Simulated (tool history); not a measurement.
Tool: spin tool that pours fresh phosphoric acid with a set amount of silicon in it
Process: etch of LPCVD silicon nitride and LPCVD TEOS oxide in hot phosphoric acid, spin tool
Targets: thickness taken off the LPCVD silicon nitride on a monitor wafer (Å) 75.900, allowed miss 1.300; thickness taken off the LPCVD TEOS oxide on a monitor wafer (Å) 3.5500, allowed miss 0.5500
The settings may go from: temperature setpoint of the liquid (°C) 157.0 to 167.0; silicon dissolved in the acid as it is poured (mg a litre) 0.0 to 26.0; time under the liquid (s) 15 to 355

run,hour,temperature setpoint of the liquid (°C),silicon dissolved in the acid as it is poured (mg a litre),time under the liquid (s),thickness taken off the LPCVD silicon nitride on a monitor wafer (Å),thickness taken off the LPCVD TEOS oxide on a monitor wafer (Å)
1,0.0,162.0,11.5,180,151.910,6.6179
2,7.3,161.5,10.5,170,141.090,5.9958
3,12.4,161.5,10.5,95,78.796,3.3029
4,16.8,161.5,9.5,95,79.031,3.9046
5,20.7,161.0,9.5,95,77.879,3.5496
6,23.1,161.0,9.5,60,48.935,2.0009
7,24.5,161.5,10.0,60,49.937,2.3213
8,33.4,161.0,9.0,65,53.092,2.6016
9,35.6,161.0,9.0,65,53.372,2.4837
10,42.5,161.0,9.0,65,53.259,2.3628
11,48.9,161.5,10.5,65,54.287,2.3790
12,55.7,162.0,10.5,70,59.297,2.6542
13,57.9,162.5,11.0,70,60.224,2.7078

4 next moves are on the table. One of them brings every result within its allowed miss. Which?
A,60.1,161.0,24.0,90,?,?
B,60.1,160.5,6.5,95,?,?
C,60.1,162.5,9.0,85,?,?
D,60.1,162.5,17.0,85,?,?

move,thickness taken off the LPCVD silicon nitride on a monitor wafer (Å),thickness taken off the LPCVD TEOS oxide on a monitor wafer (Å)
A,73.670,2.0762
B,76.473,3.3045
C,73.143,3.2488
D,73.143,2.6838
A: nearer than the last run, and not there yet
B: meets every target
C: nearer than the last run, and not there yet
D: nearer than the last run, and not there yet
Answer: B
